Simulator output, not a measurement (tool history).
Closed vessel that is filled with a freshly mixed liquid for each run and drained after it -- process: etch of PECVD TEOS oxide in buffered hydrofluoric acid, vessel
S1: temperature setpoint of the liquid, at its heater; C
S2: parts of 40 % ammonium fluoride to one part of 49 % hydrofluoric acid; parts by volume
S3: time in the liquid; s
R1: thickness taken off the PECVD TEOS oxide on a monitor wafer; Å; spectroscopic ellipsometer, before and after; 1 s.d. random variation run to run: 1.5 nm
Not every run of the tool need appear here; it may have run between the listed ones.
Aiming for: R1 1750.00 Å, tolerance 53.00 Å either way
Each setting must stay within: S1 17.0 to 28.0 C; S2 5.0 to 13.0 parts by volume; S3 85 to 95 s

run  hour    S1   S2  S3       R1
  1   0.0  20.0  8.0  85   941.76
  2   7.9  22.0  7.5  85  1143.50
  3  14.7  22.0  7.5  95  1267.00
  4  16.3  23.5  7.5  95  1395.00
  5  23.0  20.5  7.5  95  1172.60
  6  26.0  20.5  7.5  85  1058.40
  7  27.6  22.0  7.5  85  1151.30
  8  32.9  23.5  7.5  85  1243.90
     40.7  -- hydrofluoric acid flow meter replaced
  9  40.7  24.5  7.5  85  1388.10
 10  42.9  25.0  7.5  85  1428.80
 11  47.8  25.5  7.5  85  1469.80

Consider the 5 candidate settings below. Which is the only one whose results all fall within their allowed miss of target?
  A  52.7  27.0  7.0  95   ?
  B  52.7  24.0  7.0  95   ?
  C  52.7  26.5  7.0  90   ?
  D  52.7  26.0  7.0  85   ?
  E  52.7  25.5  7.5  95   ?

move       R1
   A  1902.70
   B  1618.50
   C  1755.00
   D  1613.60
   E  1629.70
A: carries the result that was furthest off beyond its target, to the other side
B: better than the last run, though not everything is in spec
C: each result inside its tolerance
D: better than the last run, though not everything is in spec
E: better than the last run, though not everything is in spec
C is the move that brings every result within its allowed miss.
